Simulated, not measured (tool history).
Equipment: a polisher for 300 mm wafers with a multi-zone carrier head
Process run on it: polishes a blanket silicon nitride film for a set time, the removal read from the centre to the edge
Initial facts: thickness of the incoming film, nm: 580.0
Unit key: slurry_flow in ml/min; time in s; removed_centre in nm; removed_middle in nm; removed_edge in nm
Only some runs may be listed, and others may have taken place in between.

Run 1, hour 0.0: slurry_flow 220 ml/min, centre_zone 1.00, middle_zone 1.00, edge_zone 1.00, time 65 s. Result: removed_centre 146.09 nm, removed_middle 144.09 nm, removed_edge 147.75 nm.
Run 2, hour 7.8: slurry_flow 220 ml/min, centre_zone 1.00, middle_zone 0.96, edge_zone 1.00, time 65 s. Result: removed_centre 143.32 nm, removed_middle 142.01 nm, removed_edge 146.61 nm.
Run 3, hour 8.5: slurry_flow 270 ml/min, centre_zone 1.00, middle_zone 0.96, edge_zone 1.00, time 65 s. Result: removed_centre 144.21 nm, removed_middle 146.45 nm, removed_edge 148.05 nm.
Run 4, hour 17.2: slurry_flow 265 ml/min, centre_zone 1.02, middle_zone 0.96, edge_zone 1.02, time 68 s. Result: removed_centre 153.92 nm, removed_middle 146.70 nm, removed_edge 158.86 nm.
Run 5, hour 22.0: slurry_flow 265 ml/min, centre_zone 1.03, middle_zone 0.98, edge_zone 1.02, time 71 s. Result: removed_centre 165.14 nm, removed_middle 156.68 nm, removed_edge 165.68 nm.
Run 6, hour 23.8: slurry_flow 265 ml/min, centre_zone 1.03, middle_zone 1.00, edge_zone 1.03, time 73 s. Result: removed_centre 172.41 nm, removed_middle 165.15 nm, removed_edge 169.35 nm.
Run 7, hour 28.8: slurry_flow 265 ml/min, centre_zone 1.03, middle_zone 1.00, edge_zone 1.04, time 75 s. Result: removed_centre 177.98 nm, removed_middle 168.43 nm, removed_edge 174.60 nm.
Run 8, hour 32.4: slurry_flow 265 ml/min, centre_zone 1.03, middle_zone 1.00, edge_zone 1.05, time 76 s. Result: removed_centre 179.11 nm, removed_middle 170.51 nm, removed_edge 180.59 nm.

Estimate the outcome of run 9 from the log above:
Run 9, hour 36.7: slurry_flow 265 ml/min, centre_zone 1.04, middle_zone 1.00, edge_zone 1.06, time 77 s. Result: removed_centre ?, removed_middle ?, removed_edge ?.

{"run 9": {"removed_centre": 184.1, "removed_middle": 170.71, "removed_edge": 180.85}}

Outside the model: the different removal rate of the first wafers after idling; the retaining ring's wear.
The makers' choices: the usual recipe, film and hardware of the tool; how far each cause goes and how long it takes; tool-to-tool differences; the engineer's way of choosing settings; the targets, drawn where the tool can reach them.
